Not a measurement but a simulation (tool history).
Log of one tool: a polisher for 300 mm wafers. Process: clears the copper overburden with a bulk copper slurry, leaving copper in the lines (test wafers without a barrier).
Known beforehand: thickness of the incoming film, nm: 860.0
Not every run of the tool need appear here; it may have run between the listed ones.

run,hour,flow of slurry (ml/min),pressure of the wafer on the pad (kPa),speed of the pad under the wafer (m/s),abrasive content of the slurry,overpolish time after the end point (s),time until the end point was called (s),dishing of a wide line in a test structure (angstrom)
1,0.0,235,20.7,1.14,1.0,27,75.325,1155.00
2,2.3,280,20.7,1.14,1.0,27,73.272,1151.70
3,11.3,275,17.9,1.10,1.0,33,86.088,1144.70
4,14.7,270,16.5,1.08,1.0,37,93.212,1085.60
5,22.2,270,16.5,0.90,1.0,37,108.890,1068.90
6,26.8,270,11.7,0.90,1.0,37,154.160,915.30
# hour 34.5: head pressure recalibrated
7,34.5,270,13.1,0.88,1.0,41,147.190,945.78
8,39.2,285,14.5,0.86,1.0,45,137.310,1000.50

Forecast run 9:
9,42.5,285,15.9,0.86,1.0,48,?,?

Run 9 came out at time until the end point was called (s) 126.920, dishing of a wide line in a test structure (angstrom) 1079.00.
